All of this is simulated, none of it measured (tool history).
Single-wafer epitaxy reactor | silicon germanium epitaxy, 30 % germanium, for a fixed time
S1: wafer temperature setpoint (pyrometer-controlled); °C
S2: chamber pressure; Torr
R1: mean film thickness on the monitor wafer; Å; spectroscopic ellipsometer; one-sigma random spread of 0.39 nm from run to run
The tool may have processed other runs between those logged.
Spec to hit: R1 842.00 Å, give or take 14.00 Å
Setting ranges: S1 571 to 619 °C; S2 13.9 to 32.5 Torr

run,day,S1,S2,R1
1,0.000,595,23.2,578.55
2,0.312,599,23.3,624.24
3,0.488,599,19.3,584.77
4,0.683,604,19.3,637.18
5,1.046,604,17.1,607.11
6,1.088,611,17.1,680.38
7,1.188,613,18.1,718.32
8,1.375,614,18.8,733.58

Next run, 4 choices. One meets every target within its allowed miss, the rest don't. Which?
A,1.562,615,23.3,?
B,1.562,618,20.6,?
C,1.562,618,22.8,?
D,1.562,614,24.8,?

move,R1
A,811.37
B,814.81
C,843.79
D,816.37
A: moves toward the targets from the last run without getting all of them in spec
B: moves toward the targets from the last run without getting all of them in spec
C: all results land within tolerance of their targets
D: moves toward the targets from the last run without getting all of them in spec
C is the move that brings every result within its allowed miss.

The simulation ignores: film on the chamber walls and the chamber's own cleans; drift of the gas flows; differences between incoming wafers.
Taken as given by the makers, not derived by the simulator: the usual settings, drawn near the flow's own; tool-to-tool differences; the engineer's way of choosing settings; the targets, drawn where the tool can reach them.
